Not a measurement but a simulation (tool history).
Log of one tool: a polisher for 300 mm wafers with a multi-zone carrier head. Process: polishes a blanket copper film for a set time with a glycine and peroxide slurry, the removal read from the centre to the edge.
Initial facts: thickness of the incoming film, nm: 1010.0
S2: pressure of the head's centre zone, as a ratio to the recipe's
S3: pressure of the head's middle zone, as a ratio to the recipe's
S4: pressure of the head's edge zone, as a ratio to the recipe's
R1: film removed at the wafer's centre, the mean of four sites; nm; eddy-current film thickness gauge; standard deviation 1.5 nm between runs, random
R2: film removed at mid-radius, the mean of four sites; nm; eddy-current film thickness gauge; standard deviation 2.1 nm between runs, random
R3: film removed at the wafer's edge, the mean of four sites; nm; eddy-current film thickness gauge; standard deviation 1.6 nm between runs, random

{"run": 1, "hour": 0.0, "flow of slurry (ml/min)": 295, "S2": 1, "S3": 1, "S4": 1, "polishing time (s)": 37, "R1": 157.39, "R2": 154.7, "R3": 158.51}
{"run": 2, "hour": 2.6, "flow of slurry (ml/min)": 295, "S2": 0.95, "S3": 1, "S4": 1, "polishing time (s)": 37, "R1": 152.74, "R2": 151.81, "R3": 157.46}
{"run": 3, "hour": 5.8, "flow of slurry (ml/min)": 300, "S2": 0.93, "S3": 1.03, "S4": 1.05, "polishing time (s)": 38, "R1": 153.38, "R2": 165.22, "R3": 163.23}
{"run": 4, "hour": 9.7, "flow of slurry (ml/min)": 300, "S2": 0.91, "S3": 1.02, "S4": 1.09, "polishing time (s)": 39, "R1": 151.17, "R2": 163.51, "R3": 170.73}
{"run": 5, "hour": 11.4, "flow of slurry (ml/min)": 300, "S2": 0.94, "S3": 1.02, "S4": 1.09, "polishing time (s)": 39, "R1": 158.04, "R2": 167.51, "R3": 171.06}
{"run": 6, "hour": 13.6, "flow of slurry (ml/min)": 300, "S2": 0.94, "S3": 0.93, "S4": 1.09, "polishing time (s)": 39, "R1": 159.09, "R2": 156.8, "R3": 171.76}
{"run": 7, "hour": 16.8, "flow of slurry (ml/min)": 305, "S2": 0.92, "S3": 0.95, "S4": 1.12, "polishing time (s)": 40, "R1": 158.46, "R2": 162.67, "R3": 179.33}

The next listed run, before its measurement:
{"run": 8, "hour": 22.4, "flow of slurry (ml/min)": 310, "S2": 0.91, "S3": 0.97, "S4": 1.13, "polishing time (s)": 40, "R1": "?", "R2": "?", "R3": "?"}

{"run 8": {"R1": 157.84, "R2": 167.89, "R3": 175.55}}
